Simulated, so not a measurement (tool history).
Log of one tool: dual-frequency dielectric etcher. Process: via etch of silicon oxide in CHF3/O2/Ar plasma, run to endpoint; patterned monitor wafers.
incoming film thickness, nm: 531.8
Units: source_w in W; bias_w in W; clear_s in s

| run | day | source_w | bias_w | clear_s |
|---|---|---|---|---|
| 1 | 0.000 | 860 | 151 | 244.12 |
| 2 | 0.288 | 860 | 166 | 235.48 |
| 3 | 0.367 | 810 | 163 | 243.26 |
| 4 | 0.667 | 810 | 187 | 228.43 |
| 5 | 1.004 | 760 | 182 | 235.63 |
| 6 | 1.383 | 620 | 182 | 254.39 |
| 7 | 1.662 | 600 | 179 | 258.58 |
| 8 | 1.929 | 580 | 177 | 262.90 |

The next listed run, before its measurement:
| 9 | 2.112 | 510 | 161 | ? |

Run 9 gave clear_s 287.24 s.

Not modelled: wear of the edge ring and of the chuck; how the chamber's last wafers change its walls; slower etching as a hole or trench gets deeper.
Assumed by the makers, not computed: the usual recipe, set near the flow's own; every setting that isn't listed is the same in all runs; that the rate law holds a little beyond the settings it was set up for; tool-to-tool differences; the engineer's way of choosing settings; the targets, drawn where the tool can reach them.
